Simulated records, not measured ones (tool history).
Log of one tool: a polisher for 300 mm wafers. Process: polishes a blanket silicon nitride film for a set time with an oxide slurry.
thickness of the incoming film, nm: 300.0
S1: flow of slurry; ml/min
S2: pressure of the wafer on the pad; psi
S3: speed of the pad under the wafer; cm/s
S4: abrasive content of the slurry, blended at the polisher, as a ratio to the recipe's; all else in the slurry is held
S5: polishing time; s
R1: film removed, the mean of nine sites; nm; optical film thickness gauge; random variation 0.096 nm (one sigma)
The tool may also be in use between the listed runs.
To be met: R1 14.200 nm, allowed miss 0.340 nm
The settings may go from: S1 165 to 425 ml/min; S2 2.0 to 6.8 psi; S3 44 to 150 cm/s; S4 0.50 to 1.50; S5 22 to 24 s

run 1 hour=0.0 | S1=275 S2=4.4 S3=96 S4=1.00 S5=24 | R1=18.533
run 2 hour=5.4 | S1=275 S2=4.4 S3=96 S4=0.90 S5=24 | R1=17.952
run 3 hour=13.6 | S1=250 S2=4.4 S3=96 S4=0.90 S5=24 | R1=17.677
run 4 hour=14.3 | S1=250 S2=4.4 S3=120 S4=0.90 S5=24 | R1=20.296
run 5 hour=18.6 | S1=250 S2=4.4 S3=120 S4=1.05 S5=24 | R1=21.386
run 6 hour=22.4 | S1=250 S2=4.4 S3=144 S4=1.05 S5=24 | R1=24.197
run 7 hour=24.7 | S1=250 S2=4.1 S3=144 S4=1.05 S5=24 | R1=22.469
run 8 hour=29.3 | S1=250 S2=3.9 S3=144 S4=1.05 S5=24 | R1=21.445

5 next moves are on the table. One of them brings every result within its allowed miss. Which?
run A hour=33.9 | S1=285 S2=3.1 S3=142 S4=1.00 S5=22 | R1=?
run B hour=33.9 | S1=240 S2=3.5 S3=146 S4=0.95 S5=24 | R1=?
run C hour=33.9 | S1=225 S2=3.0 S3=130 S4=1.05 S5=22 | R1=?
run D hour=33.9 | S1=245 S2=2.4 S3=130 S4=1.25 S5=22 | R1=?
run E hour=33.9 | S1=305 S2=3.0 S3=134 S4=1.15 S5=22 | R1=?

move=A R1=15.391
move=B R1=18.540
move=C R1=14.165
move=D R1=12.355
move=E R1=15.311
A: nearer than the last run, and not there yet
B: nearer than the last run, and not there yet
C: meets every target
D: takes the result that was furthest off past its target
E: nearer than the last run, and not there yet
Move C is the one to make.
